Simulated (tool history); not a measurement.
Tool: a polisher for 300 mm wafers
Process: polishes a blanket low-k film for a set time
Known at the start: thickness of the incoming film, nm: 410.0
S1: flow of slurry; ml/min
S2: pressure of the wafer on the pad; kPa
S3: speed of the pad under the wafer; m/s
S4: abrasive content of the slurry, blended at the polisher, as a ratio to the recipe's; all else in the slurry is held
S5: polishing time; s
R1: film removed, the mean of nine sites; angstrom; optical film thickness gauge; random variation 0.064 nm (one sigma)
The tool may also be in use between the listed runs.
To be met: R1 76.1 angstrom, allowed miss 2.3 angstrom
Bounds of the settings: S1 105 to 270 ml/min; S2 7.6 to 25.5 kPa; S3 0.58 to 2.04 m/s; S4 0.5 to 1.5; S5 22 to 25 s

run    day   S1    S2    S3   S4  S5      R1
  1      0  175  16.5   1.3    1  25  112.46
  2  0.262  160  16.5   1.3    1  25     108
  3  0.571  160  16.5   1.3    1  22  94.646
  4  0.721  160  16.5   1.3  1.1  22  99.973
  5  0.829  160  16.5  1.58  1.1  22  113.41
  6  1.162  160  16.5  1.58  0.9  22  104.63
  7   1.45  145  12.4  1.56  0.9  22  81.283
  8  1.538  140  12.4  1.56  0.9  22  80.647
  9  1.854  135  12.4  1.56  0.9  22  80.502
 10   2.15  130  12.4  1.56  0.9  22  78.799
 11  2.383  115  11.7  1.56  0.9  22  74.028

Which of these 4 next moves meets every target?
  A  2.617  110  10.3  1.76  0.95  25   ?
  B  2.617  105    11  1.48     1  23   ?
  C  2.617  115     9  1.56  1.05  24   ?
  D  2.617  105  13.1  1.54  0.85  22   ?

move      R1
   A  81.754
   B  71.164
   C   67.74
   D  75.771
A: takes the result that was furthest off past its target
B: further off than the last run
C: further off than the last run
D: meets every target
Move D is the one to make.
